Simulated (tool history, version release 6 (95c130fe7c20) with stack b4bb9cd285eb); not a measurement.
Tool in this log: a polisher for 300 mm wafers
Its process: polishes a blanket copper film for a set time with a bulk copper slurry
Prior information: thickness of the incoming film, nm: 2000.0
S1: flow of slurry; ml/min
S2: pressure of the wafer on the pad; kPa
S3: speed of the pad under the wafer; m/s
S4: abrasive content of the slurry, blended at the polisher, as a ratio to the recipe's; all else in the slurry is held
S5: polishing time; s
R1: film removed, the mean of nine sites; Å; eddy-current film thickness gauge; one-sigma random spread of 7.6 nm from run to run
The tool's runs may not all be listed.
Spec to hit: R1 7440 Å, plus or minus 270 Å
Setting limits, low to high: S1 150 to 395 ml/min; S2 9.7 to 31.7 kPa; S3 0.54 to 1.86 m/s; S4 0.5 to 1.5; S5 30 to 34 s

Run 1, hour 0: S1 250 ml/min, S2 20.7 kPa, S3 1.18 m/s, S4 1, S5 34 s. Result: R1 4803.1 Å.
Run 2, hour 8.1: S1 250 ml/min, S2 22.1 kPa, S3 1.18 m/s, S4 1, S5 34 s. Result: R1 5155.6 Å.
Run 3, hour 10.2: S1 250 ml/min, S2 22.1 kPa, S3 1.18 m/s, S4 0.85, S5 34 s. Result: R1 4959.8 Å.
Run 4, hour 15: S1 250 ml/min, S2 23.4 kPa, S3 1.18 m/s, S4 0.85, S5 34 s. Result: R1 5321.1 Å.
Run 5, hour 16.4: S1 250 ml/min, S2 28.3 kPa, S3 1.18 m/s, S4 0.85, S5 34 s. Result: R1 6345.6 Å.
Run 6, hour 21.3: S1 250 ml/min, S2 29 kPa, S3 1.18 m/s, S4 0.85, S5 34 s. Result: R1 6536.3 Å.
Run 7, hour 25.8: S1 250 ml/min, S2 29 kPa, S3 1.18 m/s, S4 0.85, S5 34 s. Result: R1 6449.3 Å.
Run 8, hour 28.5: S1 250 ml/min, S2 29.6 kPa, S3 1.18 m/s, S4 0.85, S5 34 s. Result: R1 6677.3 Å.
Run 9, hour 35.1: S1 250 ml/min, S2 30.3 kPa, S3 1.18 m/s, S4 0.85, S5 34 s. Result: R1 6746.4 Å.
Run 10, hour 36.1: S1 250 ml/min, S2 30.3 kPa, S3 1.2 m/s, S4 0.85, S5 34 s. Result: R1 7001.2 Å.
Run 11, hour 38.8: S1 250 ml/min, S2 31 kPa, S3 1.2 m/s, S4 0.85, S5 34 s. Result: R1 7002.2 Å.

Pick the move, out of 4, that brings all results within their allowed miss; only one does.
Run A, hour 41.5: S1 255 ml/min, S2 31.7 kPa, S3 1.28 m/s, S4 0.7, S5 34 s. Result: R1 ?.
Run B, hour 41.5: S1 320 ml/min, S2 31.7 kPa, S3 1.38 m/s, S4 0.85, S5 34 s. Result: R1 ?.
Run C, hour 41.5: S1 195 ml/min, S2 31.7 kPa, S3 1.48 m/s, S4 0.9, S5 32 s. Result: R1 ?.
Run D, hour 41.5: S1 265 ml/min, S2 31.7 kPa, S3 1.3 m/s, S4 1.05, S5 34 s. Result: R1 ?.

move      R1
   A  7237.1
   B  8223.8
   C  8018.9
   D  7963.6
A: meets every target
B: the result that was furthest off in the last run now lies on the other side of its target
C: the result that was furthest off in the last run now lies on the other side of its target
D: the result that was furthest off in the last run now lies on the other side of its target
A meets every target.

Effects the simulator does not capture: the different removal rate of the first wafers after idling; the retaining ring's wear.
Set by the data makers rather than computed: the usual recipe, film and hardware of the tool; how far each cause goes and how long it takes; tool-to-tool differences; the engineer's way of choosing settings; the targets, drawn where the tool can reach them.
